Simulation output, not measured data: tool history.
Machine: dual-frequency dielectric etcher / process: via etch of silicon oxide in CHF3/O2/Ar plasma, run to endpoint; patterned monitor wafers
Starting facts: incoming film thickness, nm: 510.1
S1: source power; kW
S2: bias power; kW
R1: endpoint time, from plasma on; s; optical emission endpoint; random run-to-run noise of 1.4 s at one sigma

run	hour	S1	S2	R1
1	0.0	0.560	0.192	245.02
2	8.9	0.530	0.186	252.32
3	17.4	0.530	0.214	243.29
4	18.3	0.530	0.183	253.97
5	23.8	0.620	0.183	240.08
6	27.6	0.590	0.176	246.63

Run 7 comes next. What will it give?
7	34.1	0.560	0.170	?

Run 7 yielded R1 251.02 s.
